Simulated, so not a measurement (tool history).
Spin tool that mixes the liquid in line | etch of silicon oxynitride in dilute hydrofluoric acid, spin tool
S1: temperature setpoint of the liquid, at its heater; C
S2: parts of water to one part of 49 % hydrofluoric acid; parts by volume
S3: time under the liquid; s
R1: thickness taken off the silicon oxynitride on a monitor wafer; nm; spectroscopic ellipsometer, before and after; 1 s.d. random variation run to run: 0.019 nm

run 1 hour=0.0 | S1=24.0 S2=130 S3=40 | R1=0.63435
run 2 hour=6.0 | S1=24.0 S2=110 S3=40 | R1=0.77717
run 3 hour=14.9 | S1=26.5 S2=95 S3=40 | R1=1.03220
run 4 hour=23.1 | S1=26.5 S2=50 S3=40 | R1=1.99010
run 5 hour=25.3 | S1=26.5 S2=30 S3=40 | R1=3.47490
run 6 hour=27.4 | S1=26.5 S2=45 S3=40 | R1=2.27850

Run 7 comes next. What will it give?
run 7 hour=34.5 | S1=25.5 S2=50 S3=40 | R1=?

R1: 1.89190 nm
